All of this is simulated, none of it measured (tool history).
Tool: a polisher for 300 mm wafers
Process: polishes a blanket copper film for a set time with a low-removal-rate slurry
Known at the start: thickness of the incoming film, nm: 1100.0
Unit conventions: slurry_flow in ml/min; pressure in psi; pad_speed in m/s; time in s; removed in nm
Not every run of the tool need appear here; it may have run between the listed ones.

| run | hour | slurry_flow | pressure | pad_speed | slurry_solids | time | removed |
|---|---|---|---|---|---|---|---|
| 1 | 0 | 190 | 3.4 | 1.02 | 1 | 30 | 115.91 |
| 2 | 8.9 | 190 | 3.8 | 1.02 | 1 | 30 | 126.57 |
| 3 | 15.8 | 190 | 4.5 | 1.02 | 1 | 30 | 152.14 |
| 4 | 22.9 | 195 | 4.6 | 1.02 | 1 | 30 | 157.53 |
| 5 | 26.7 | 200 | 4.7 | 1.02 | 1 | 30 | 158.73 |
| 6 | 34.9 | 200 | 4.2 | 1.02 | 1 | 30 | 143.25 |
| 7 | 42.5 | 215 | 4.3 | 1.02 | 1 | 30 | 147.71 |
| 8 | 51.1 | 220 | 4.4 | 1.02 | 1 | 30 | 151.81 |
| 9 | 52.2 | 225 | 4.5 | 1.02 | 1 | 30 | 156.89 |
| 10 | 59.3 | 230 | 4.6 | 1.02 | 1 | 30 | 157.68 |
| 11 | 61.1 | 230 | 4.7 | 1.02 | 1 | 30 | 163 |

Run 12 comes next. What will it give?
| 12 | 64.8 | 230 | 4.8 | 1.02 | 1 | 30 | ? |

Run 12 measured removed 164.21 nm.
